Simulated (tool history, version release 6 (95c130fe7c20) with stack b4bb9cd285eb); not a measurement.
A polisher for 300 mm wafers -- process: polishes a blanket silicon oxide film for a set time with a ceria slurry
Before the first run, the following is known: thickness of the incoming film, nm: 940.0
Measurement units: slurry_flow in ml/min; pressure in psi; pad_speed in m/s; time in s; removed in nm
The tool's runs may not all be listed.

run  hour  slurry_flow  pressure  pad_speed  time  removed
  1     0          195       2.6       1.06   110   359.57
  2     8          195       2.5       1.06   110   360.43
  3  14.9          195       2.5       1.06   110   350.13
  4  22.8          195       2.4       1.06   110   333.56
  5    30          195       2.4       0.86   110   280.06
  6  32.4          195       2.3       0.86   110   275.64

Run 7 has not been measured yet. What should we expect?
  7  38.3          195       2.2       0.86   110        ?

{"run 7": {"removed": 265.08}}
